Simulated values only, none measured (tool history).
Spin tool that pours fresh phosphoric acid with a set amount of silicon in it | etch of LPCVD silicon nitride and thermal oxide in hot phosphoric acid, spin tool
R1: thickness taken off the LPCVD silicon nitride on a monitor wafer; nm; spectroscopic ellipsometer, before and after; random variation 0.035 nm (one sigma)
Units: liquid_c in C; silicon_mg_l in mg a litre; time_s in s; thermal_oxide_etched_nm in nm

run 1 day=0.000 | liquid_c=162.0 silicon_mg_l=23.5 time_s=180 | R1=19.4700 thermal_oxide_etched_nm=0.318630
run 2 day=0.083 | liquid_c=160.5 silicon_mg_l=25.0 time_s=140 | R1=14.3110 thermal_oxide_etched_nm=0.232640
run 3 day=0.392 | liquid_c=160.5 silicon_mg_l=25.0 time_s=75 | R1=7.6882 thermal_oxide_etched_nm=0.102560
run 4 day=0.617 | liquid_c=160.5 silicon_mg_l=34.0 time_s=75 | R1=7.6326 thermal_oxide_etched_nm=0.080144
run 5 day=0.821 | liquid_c=160.5 silicon_mg_l=40.0 time_s=75 | R1=7.7471 thermal_oxide_etched_nm=0.064911
run 6 day=1.125 | liquid_c=160.5 silicon_mg_l=49.5 time_s=75 | R1=7.6555 thermal_oxide_etched_nm=0.043228
run 7 day=1.279 | liquid_c=160.0 silicon_mg_l=43.5 time_s=70 | R1=7.0802 thermal_oxide_etched_nm=0.046458
run 8 day=1.358 | liquid_c=160.0 silicon_mg_l=43.5 time_s=70 | R1=7.0335 thermal_oxide_etched_nm=0.034085
run 9 day=1.692 | liquid_c=159.5 silicon_mg_l=36.0 time_s=65 | R1=6.4346 thermal_oxide_etched_nm=0.055934
run 10 day=1.867 | liquid_c=159.5 silicon_mg_l=36.0 time_s=65 | R1=6.5092 thermal_oxide_etched_nm=0.066037
run 11 day=2.154 | liquid_c=159.0 silicon_mg_l=35.5 time_s=65 | R1=6.3635 thermal_oxide_etched_nm=0.053838
run 12 day=2.258 | liquid_c=158.5 silicon_mg_l=32.5 time_s=65 | R1=6.2914 thermal_oxide_etched_nm=0.068231

Run 13 comes next. What will it give?
run 13 day=2.450 | liquid_c=157.0 silicon_mg_l=29.5 time_s=50 | R1=? thermal_oxide_etched_nm=?

R1: 4.5717 nm
thermal_oxide_etched_nm: 0.046696 nm

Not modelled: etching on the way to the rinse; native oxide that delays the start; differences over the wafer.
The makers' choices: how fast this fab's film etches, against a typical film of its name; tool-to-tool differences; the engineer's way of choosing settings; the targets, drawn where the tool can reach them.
